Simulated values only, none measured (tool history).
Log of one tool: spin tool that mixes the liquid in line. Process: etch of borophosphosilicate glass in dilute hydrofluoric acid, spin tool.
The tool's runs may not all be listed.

run	hour	temperature setpoint of the liquid (K)	parts of water to one part of 49 % hydrofluoric acid (parts by volume)	time under the liquid (s)	thickness taken off the borophosphosilicate glass on a monitor wafer (Å)
1	0	296.15	115	125	483.65
2	4.9	296.65	115	125	496.36
3	9	297.15	115	125	508.78
4	17.5	297.15	115	135	546.87
5	22.7	298.65	115	135	577.76
6	26.8	298.65	70	135	998.6
7	30.4	297.65	75	135	897.43
8	32.4	296.65	75	135	863.02

Run 9, settings as shown, results not yet in. Your forecast:
9	40.4	296.15	75	135	?

Run 9 produced thickness taken off the borophosphosilicate glass on a monitor wafer (Å) 842.26.

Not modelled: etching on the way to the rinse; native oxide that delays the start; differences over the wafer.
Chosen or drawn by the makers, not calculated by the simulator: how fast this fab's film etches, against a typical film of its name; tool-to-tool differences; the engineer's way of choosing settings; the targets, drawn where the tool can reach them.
